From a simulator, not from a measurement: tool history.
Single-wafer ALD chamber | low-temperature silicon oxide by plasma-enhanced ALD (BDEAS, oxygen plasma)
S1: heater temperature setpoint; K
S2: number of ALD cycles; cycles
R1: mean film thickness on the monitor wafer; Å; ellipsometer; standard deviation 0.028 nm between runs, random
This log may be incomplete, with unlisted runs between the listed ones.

| run | hour | S1 | S2 | R1 |
|---|---|---|---|---|
| 1 | 0.0 | 358.15 | 55 | 77.086 |
| 2 | 6.5 | 363.15 | 52 | 71.311 |
| 3 | 11.6 | 371.15 | 52 | 68.699 |
| 4 | 15.6 | 378.15 | 52 | 67.554 |
| 5 | 22.5 | 382.15 | 52 | 67.690 |
| 6 | 28.5 | 382.15 | 56 | 72.799 |
| 7 | 29.6 | 382.15 | 54 | 70.587 |

Run 8 is up next; what results do you expect?
| 8 | 33.9 | 382.15 | 52 | ? |

{"run 8": {"R1": 67.689}}
